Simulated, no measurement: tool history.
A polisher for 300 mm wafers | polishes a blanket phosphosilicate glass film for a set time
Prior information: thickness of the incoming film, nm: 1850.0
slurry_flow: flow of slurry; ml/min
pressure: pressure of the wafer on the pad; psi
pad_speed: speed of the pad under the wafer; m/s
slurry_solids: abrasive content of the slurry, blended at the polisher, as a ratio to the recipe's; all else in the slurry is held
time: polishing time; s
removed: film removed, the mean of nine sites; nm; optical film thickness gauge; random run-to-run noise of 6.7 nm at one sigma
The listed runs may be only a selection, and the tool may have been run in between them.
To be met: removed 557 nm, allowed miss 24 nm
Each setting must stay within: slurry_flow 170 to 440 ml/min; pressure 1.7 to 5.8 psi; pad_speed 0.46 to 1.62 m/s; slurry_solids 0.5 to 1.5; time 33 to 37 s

run,hour,slurry_flow,pressure,pad_speed,slurry_solids,time,removed
1,0,280,3.7,1.04,1,37,410.88
2,8.8,340,3.7,1.04,1,37,430.75
3,10.4,340,3.3,1.04,1,37,384.9
4,18.6,345,3.6,1.04,1,37,413.51
5,25.4,345,3.8,1.04,1,37,431.47
6,27,345,3.4,1.04,1,37,392.54
7,29.7,345,3.4,1.04,1,37,394.14
8,34.7,345,3.7,1.04,1,37,430.81
9,41.1,345,3.7,1.04,1,37,424.95

Below are 5 possible settings for the next run. Only one of them brings all results inside the allowed miss of their targets. Which is it?
A,47.5,355,4.2,1.54,0.9,37,?
B,47.5,380,4.5,1.22,0.9,37,?
C,47.5,355,4.7,1.34,1,35,?
D,47.5,375,4.3,1.16,0.65,34,?
E,47.5,345,4.9,1.12,1.1,37,?

move,removed
A,585.88
B,537.88
C,592.6
D,380.43
E,604.14
A: the result that was furthest off in the last run now lies on the other side of its target
B: meets every target
C: the result that was furthest off in the last run now lies on the other side of its target
D: lands further from the targets than the last run did
E: the result that was furthest off in the last run now lies on the other side of its target
Correct choice: B, which meets every target
